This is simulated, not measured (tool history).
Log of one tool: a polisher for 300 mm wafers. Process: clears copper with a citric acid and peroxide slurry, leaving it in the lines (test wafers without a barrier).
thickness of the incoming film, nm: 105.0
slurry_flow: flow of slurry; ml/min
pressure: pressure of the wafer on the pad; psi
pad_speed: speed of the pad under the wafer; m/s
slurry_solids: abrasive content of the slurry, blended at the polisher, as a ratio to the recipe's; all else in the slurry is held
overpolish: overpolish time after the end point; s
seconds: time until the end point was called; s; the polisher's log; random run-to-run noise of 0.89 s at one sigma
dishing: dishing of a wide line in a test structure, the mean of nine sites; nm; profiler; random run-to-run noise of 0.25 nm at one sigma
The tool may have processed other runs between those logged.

run,hour,slurry_flow,pressure,pad_speed,slurry_solids,overpolish,seconds,dishing
1,0.0,305,2.0,0.86,1.00,12,69.855,15.016
2,8.0,305,2.0,0.86,1.10,12,69.597,15.133
3,13.7,305,2.0,0.86,0.95,12,70.689,14.512
4,19.1,305,2.0,0.86,0.95,9,72.491,11.495
5,25.5,310,1.9,0.86,0.95,10,74.223,11.834
6,32.1,310,1.9,1.00,0.95,10,64.994,13.568

Run 7, settings as shown, results not yet in. Your forecast:
7,34.7,315,1.7,1.00,0.95,11,?,?

Run 7 measured seconds 71.257 s, dishing 13.909 nm.
